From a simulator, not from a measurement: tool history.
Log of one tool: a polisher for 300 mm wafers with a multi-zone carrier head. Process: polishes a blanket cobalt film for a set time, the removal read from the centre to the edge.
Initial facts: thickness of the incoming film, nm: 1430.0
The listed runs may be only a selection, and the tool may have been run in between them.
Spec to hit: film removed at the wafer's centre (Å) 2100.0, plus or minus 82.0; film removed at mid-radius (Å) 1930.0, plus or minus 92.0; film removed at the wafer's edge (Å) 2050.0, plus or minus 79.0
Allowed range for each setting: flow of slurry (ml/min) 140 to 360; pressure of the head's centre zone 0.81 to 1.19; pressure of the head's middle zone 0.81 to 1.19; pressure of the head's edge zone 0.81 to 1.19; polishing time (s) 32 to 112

run	hour	flow of slurry (ml/min)	pressure of the head's centre zone	pressure of the head's middle zone	pressure of the head's edge zone	polishing time (s)	film removed at the wafer's centre (Å)	film removed at mid-radius (Å)	film removed at the wafer's edge (Å)
1	0.0	230	1.00	1.00	1.00	72	2593.3	2622.9	2645.7
2	3.5	230	1.00	0.98	0.98	69	2536.5	2456.9	2497.9
3	10.2	225	0.98	0.96	0.96	67	2375.0	2357.4	2441.8
4	12.7	225	0.91	0.96	0.96	67	2201.1	2363.2	2434.0
5	15.9	225	0.93	0.95	0.94	65	2185.6	2199.4	2342.7
6	24.5	225	0.94	0.95	0.92	64	2194.7	2270.3	2251.4
7	27.1	220	0.94	0.93	0.91	63	2124.9	2114.5	2215.5
8	28.0	215	0.95	0.92	0.89	63	2153.8	2124.5	2213.9
9	35.5	215	0.99	0.87	0.85	57	2057.0	1829.0	1926.7
10	38.9	215	0.99	0.88	0.86	57	2031.9	1839.9	1910.8

Consider the 4 candidate settings below. Which is the only one whose results all fall within their allowed miss of target?
A	42.3	185	1.00	0.82	0.95	57	?	?	?
B	42.3	175	1.01	0.92	0.91	59	?	?	?
C	42.3	150	1.11	0.86	0.85	58	?	?	?
D	42.3	220	1.02	0.82	0.90	55	?	?	?

move	film removed at the wafer's centre (Å)	film removed at mid-radius (Å)	film removed at the wafer's edge (Å)
A	2033.3	1708.5	2047.9
B	2108.2	1928.8	2062.7
C	2216.5	1749.0	1932.8
D	2053.4	1686.8	1960.1
A: brings the last run's worst result on target, with another outside its allowed miss
B: every result lands within tolerance
C: further off than the last run
D: further off than the last run
Go with B: it meets all targets.

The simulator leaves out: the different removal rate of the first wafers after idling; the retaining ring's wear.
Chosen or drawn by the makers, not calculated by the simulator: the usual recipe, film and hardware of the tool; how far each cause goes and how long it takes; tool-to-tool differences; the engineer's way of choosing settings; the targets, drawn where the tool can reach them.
